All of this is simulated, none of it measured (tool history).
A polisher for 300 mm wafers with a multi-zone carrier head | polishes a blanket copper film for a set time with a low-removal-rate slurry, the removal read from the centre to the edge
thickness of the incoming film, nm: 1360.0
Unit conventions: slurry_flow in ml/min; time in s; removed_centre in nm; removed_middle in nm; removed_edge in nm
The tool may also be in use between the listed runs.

Run 1, hour 0: slurry_flow 205 ml/min, centre_zone 1, middle_zone 1, edge_zone 1, slurry_solids 1, time 38 s. Result: removed_centre 69.129 nm, removed_middle 70.162 nm, removed_edge 70.276 nm.
Run 2, hour 1.4: slurry_flow 215 ml/min, centre_zone 1.02, middle_zone 1.04, edge_zone 1.01, slurry_solids 1.1, time 38 s. Result: removed_centre 71.608 nm, removed_middle 71.888 nm, removed_edge 71.464 nm.
Run 3, hour 9.8: slurry_flow 215 ml/min, centre_zone 1.02, middle_zone 1.04, edge_zone 1.01, slurry_solids 1.1, time 29 s. Result: removed_centre 55.107 nm, removed_middle 55.24 nm, removed_edge 54.386 nm.
Run 4, hour 17.9: slurry_flow 215 ml/min, centre_zone 1.02, middle_zone 1.04, edge_zone 1.08, slurry_solids 1.1, time 29 s. Result: removed_centre 54.313 nm, removed_middle 54.614 nm, removed_edge 57.763 nm.
Run 5, hour 25: slurry_flow 215 ml/min, centre_zone 1.1, middle_zone 1.04, edge_zone 1.08, slurry_solids 1.1, time 29 s. Result: removed_centre 58.258 nm, removed_middle 54.874 nm, removed_edge 57.122 nm.
Run 6, hour 28.3: slurry_flow 220 ml/min, centre_zone 1.09, middle_zone 1.08, edge_zone 1.06, slurry_solids 1.15, time 32 s. Result: removed_centre 64.105 nm, removed_middle 63.47 nm, removed_edge 62.914 nm.
Run 7, hour 29.2: slurry_flow 225 ml/min, centre_zone 1.09, middle_zone 1.11, edge_zone 1.05, slurry_solids 1.2, time 34 s. Result: removed_centre 69.543 nm, removed_middle 69.308 nm, removed_edge 66.785 nm.

What does the tool deliver on the next run?
Run 8, hour 34.6: slurry_flow 230 ml/min, centre_zone 1.08, middle_zone 1.13, edge_zone 1.04, slurry_solids 1.25, time 35 s. Result: removed_centre ?, removed_middle ?, removed_edge ?.

For run 8 the tool returned removed_centre 73.169 nm, removed_middle 72.931 nm, removed_edge 68.933 nm.
